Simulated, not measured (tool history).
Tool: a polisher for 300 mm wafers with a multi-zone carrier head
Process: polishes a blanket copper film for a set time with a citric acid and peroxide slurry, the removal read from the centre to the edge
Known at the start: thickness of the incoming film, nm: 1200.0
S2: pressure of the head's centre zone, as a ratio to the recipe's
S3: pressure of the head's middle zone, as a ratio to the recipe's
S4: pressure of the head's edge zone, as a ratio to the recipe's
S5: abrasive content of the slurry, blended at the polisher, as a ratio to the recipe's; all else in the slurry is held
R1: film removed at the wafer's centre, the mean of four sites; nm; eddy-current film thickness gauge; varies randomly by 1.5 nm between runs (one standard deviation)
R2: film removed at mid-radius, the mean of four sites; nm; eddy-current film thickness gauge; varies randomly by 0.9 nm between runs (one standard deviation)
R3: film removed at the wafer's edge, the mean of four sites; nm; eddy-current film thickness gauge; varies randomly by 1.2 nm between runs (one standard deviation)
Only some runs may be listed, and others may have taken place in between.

run 1 hour=0 | flow_of_slurry_(ml/min)=250 S2=1 S3=1 S4=1 S5=1 polishing_time_(s)=36 | R1=131.62 R2=137.89 R3=130.07
run 2 hour=3.9 | flow_of_slurry_(ml/min)=250 S2=1 S3=1 S4=0.93 S5=1 polishing_time_(s)=36 | R1=131.32 R2=137.06 R3=126.37
run 3 hour=5.7 | flow_of_slurry_(ml/min)=260 S2=1.03 S3=0.99 S4=0.95 S5=1 polishing_time_(s)=36 | R1=138.31 R2=136.88 R3=128.43
run 4 hour=12.6 | flow_of_slurry_(ml/min)=270 S2=1.05 S3=0.98 S4=0.96 S5=1 polishing_time_(s)=36 | R1=141.34 R2=134.65 R3=130.54
run 5 hour=20.6 | flow_of_slurry_(ml/min)=270 S2=1.05 S3=0.91 S4=0.96 S5=1 polishing_time_(s)=36 | R1=140.11 R2=128.02 R3=127.99
run 6 hour=23.8 | flow_of_slurry_(ml/min)=280 S2=1.07 S3=0.92 S4=0.97 S5=1 polishing_time_(s)=36 | R1=143.07 R2=128.72 R3=130.03

Forecast run 7:
run 7 hour=29.7 | flow_of_slurry_(ml/min)=290 S2=1.09 S3=0.93 S4=0.97 S5=1 polishing_time_(s)=36 | R1=? R2=? R3=?

R1: 147.73 nm
R2: 129.95 nm
R3: 131.34 nm
